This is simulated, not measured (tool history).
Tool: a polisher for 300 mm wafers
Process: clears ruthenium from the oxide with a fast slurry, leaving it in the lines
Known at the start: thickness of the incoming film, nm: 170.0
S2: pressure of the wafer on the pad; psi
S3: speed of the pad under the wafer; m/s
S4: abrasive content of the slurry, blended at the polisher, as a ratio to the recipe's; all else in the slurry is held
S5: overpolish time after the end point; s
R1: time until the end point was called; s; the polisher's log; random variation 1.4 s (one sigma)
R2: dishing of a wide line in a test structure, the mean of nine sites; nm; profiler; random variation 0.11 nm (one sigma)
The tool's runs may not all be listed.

{"run": 1, "hour": 0.0, "flow of slurry (ml/min)": 130, "S2": 1.8, "S3": 0.92, "S4": 1.0, "S5": 14, "R1": 78.39, "R2": 24.262}
{"run": 2, "hour": 5.8, "flow of slurry (ml/min)": 130, "S2": 1.8, "S3": 1.0, "S4": 1.0, "S5": 14, "R1": 74.378, "R2": 25.813}
{"run": 3, "hour": 12.3, "flow of slurry (ml/min)": 130, "S2": 1.8, "S3": 1.0, "S4": 1.15, "S5": 14, "R1": 68.757, "R2": 27.796}
{"run": 4, "hour": 18.2, "flow of slurry (ml/min)": 130, "S2": 1.8, "S3": 1.0, "S4": 1.15, "S5": 18, "R1": 67.774, "R2": 34.583}
{"run": 5, "hour": 22.6, "flow of slurry (ml/min)": 130, "S2": 1.8, "S3": 1.0, "S4": 1.0, "S5": 18, "R1": 73.706, "R2": 32.356}
{"run": 6, "hour": 29.8, "flow of slurry (ml/min)": 130, "S2": 1.8, "S3": 1.0, "S4": 1.0, "S5": 22, "R1": 71.876, "R2": 37.339}
{"run": 7, "hour": 33.9, "flow of slurry (ml/min)": 150, "S2": 1.5, "S3": 0.74, "S4": 0.95, "S5": 16, "R1": 113.2, "R2": 20.347}
{"run": 8, "hour": 37.1, "flow of slurry (ml/min)": 130, "S2": 1.8, "S3": 0.68, "S4": 0.8, "S5": 12, "R1": 117.96, "R2": 14.688}
{"run": 9, "hour": 45.8, "flow of slurry (ml/min)": 115, "S2": 2.1, "S3": 0.66, "S4": 0.7, "S5": 9, "R1": 122.07, "R2": 11.355}
{"run": 10, "hour": 54.4, "flow of slurry (ml/min)": 95, "S2": 2.6, "S3": 0.82, "S4": 0.5, "S5": 4, "R1": 105.03, "R2": 5.7579}

The next listed run, before its measurement:
{"hour": 63.2, "done": "slurry blender recalibrated"}
{"run": 11, "hour": 63.2, "flow of slurry (ml/min)": 95, "S2": 2.6, "S3": 0.82, "S4": 0.5, "S5": 4, "R1": "?", "R2": "?"}

Run 11 gave R1 90.667 s, R2 6.7831 nm.
